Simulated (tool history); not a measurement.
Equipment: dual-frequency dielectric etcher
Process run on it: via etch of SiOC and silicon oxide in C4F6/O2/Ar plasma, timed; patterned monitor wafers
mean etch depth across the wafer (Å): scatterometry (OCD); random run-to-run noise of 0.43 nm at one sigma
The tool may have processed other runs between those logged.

| run | hour | source power (kW) | bias power (kW) | etch time (s) | mean etch depth across the wafer (Å) |
|---|---|---|---|---|---|
| 1 | 0.0 | 0.370 | 0.155 | 61 | 692.28 |
| 2 | 3.7 | 0.360 | 0.154 | 61 | 675.68 |
| 3 | 5.5 | 0.360 | 0.144 | 61 | 664.88 |
| 4 | 11.3 | 0.360 | 0.170 | 61 | 691.49 |
| 5 | 15.6 | 0.350 | 0.169 | 61 | 686.09 |
| 6 | 18.6 | 0.400 | 0.169 | 61 | 732.17 |
| 7 | 21.0 | 0.390 | 0.167 | 61 | 719.59 |
| 8 | 26.4 | 0.380 | 0.166 | 61 | 707.66 |

For run 9, what comes out?
| 9 | 31.2 | 0.370 | 0.165 | 61 | ? |

{"run 9": {"mean etch depth across the wafer (Å)": 700.42}}

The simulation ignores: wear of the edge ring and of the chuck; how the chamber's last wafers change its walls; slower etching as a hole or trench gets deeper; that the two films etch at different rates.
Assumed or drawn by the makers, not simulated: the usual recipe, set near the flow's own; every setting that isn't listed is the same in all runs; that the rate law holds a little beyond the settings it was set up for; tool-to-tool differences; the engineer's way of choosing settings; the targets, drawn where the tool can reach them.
